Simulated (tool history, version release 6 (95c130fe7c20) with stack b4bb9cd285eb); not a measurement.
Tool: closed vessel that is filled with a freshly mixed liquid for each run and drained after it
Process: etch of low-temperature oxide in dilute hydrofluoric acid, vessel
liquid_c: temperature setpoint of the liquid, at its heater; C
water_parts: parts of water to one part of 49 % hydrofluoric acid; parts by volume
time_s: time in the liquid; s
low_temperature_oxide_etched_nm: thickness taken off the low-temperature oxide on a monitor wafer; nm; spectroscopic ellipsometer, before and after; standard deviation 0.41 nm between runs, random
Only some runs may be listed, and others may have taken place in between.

run,day,liquid_c,water_parts,time_s,low_temperature_oxide_etched_nm
1,0,26,185,345,20
2,0.258,26,185,265,15.484
3,0.471,28.5,185,265,17.026
4,0.638,30,145,285,25.98
5,0.912,31.5,145,285,27.111
6,1.279,32,120,285,34.624

Forecast run 7:
7,1.538,32.5,105,285,?

low_temperature_oxide_etched_nm: 41.025 nm
